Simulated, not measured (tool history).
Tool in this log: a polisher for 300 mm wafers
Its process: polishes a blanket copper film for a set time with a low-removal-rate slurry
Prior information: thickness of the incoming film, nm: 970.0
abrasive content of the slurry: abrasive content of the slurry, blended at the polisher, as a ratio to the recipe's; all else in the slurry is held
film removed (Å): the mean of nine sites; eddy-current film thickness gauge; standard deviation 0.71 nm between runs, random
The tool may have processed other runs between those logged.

run	hour	flow of slurry (ml/min)	pressure of the wafer on the pad (kPa)	speed of the pad under the wafer (cm/s)	abrasive content of the slurry	polishing time (s)	film removed (Å)
1	0	155	15.9	88	1	58	1082.3
2	3.1	150	14.5	88	1	58	1016.2
3	6.4	150	14.5	88	1	58	1020.9
4	11.4	150	13.1	88	1	58	920.78
5	18.4	115	13.1	88	1	58	890.04
6	21.8	140	13.1	88	1	58	949.74

Run 7 is up next; what results do you expect?
7	23.5	135	12.4	88	1	58	?

{"run 7": {"film removed (Å)": 892.63}}
